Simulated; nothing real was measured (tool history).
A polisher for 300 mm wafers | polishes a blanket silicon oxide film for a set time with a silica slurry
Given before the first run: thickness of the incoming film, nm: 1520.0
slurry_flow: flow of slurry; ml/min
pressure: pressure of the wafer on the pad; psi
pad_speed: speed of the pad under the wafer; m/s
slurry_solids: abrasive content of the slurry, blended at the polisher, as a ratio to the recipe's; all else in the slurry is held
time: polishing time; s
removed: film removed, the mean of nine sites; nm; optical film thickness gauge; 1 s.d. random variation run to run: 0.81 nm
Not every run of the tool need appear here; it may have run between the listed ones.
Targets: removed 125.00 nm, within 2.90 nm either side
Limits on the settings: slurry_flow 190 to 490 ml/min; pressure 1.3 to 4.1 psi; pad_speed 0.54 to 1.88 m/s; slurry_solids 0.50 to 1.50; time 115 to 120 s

run	hour	slurry_flow	pressure	pad_speed	slurry_solids	time	removed
1	0.0	315	2.7	1.20	1.00	115	278.99
2	4.5	315	2.7	1.06	1.00	115	255.42
3	6.8	315	2.7	1.06	0.85	115	236.19
4	11.5	315	2.3	1.06	0.85	115	203.34
5	18.3	315	2.2	1.04	0.85	115	191.52
6	20.6	245	2.2	1.04	0.85	115	185.75
7	25.9	240	2.1	1.04	0.85	115	176.57
8	33.1	235	2.0	1.04	0.85	115	169.49
9	39.5	230	1.9	1.04	0.85	115	160.62
10	47.4	230	1.8	1.04	0.85	115	153.20

Consider the 4 candidate settings below. Which is the only one whose results all fall within their allowed miss of target?
A	55.3	265	1.6	0.94	0.80	115	?
B	55.3	200	1.3	1.10	0.95	115	?
C	55.3	240	1.3	1.16	0.75	115	?
D	55.3	210	1.5	1.06	0.70	115	?

move	removed
A	124.39
B	119.39
C	115.57
D	117.38
A: all results in spec
B: the result that was furthest off in the last run now lies on the other side of its target
C: the result that was furthest off in the last run now lies on the other side of its target
D: the result that was furthest off in the last run now lies on the other side of its target
Answer: A
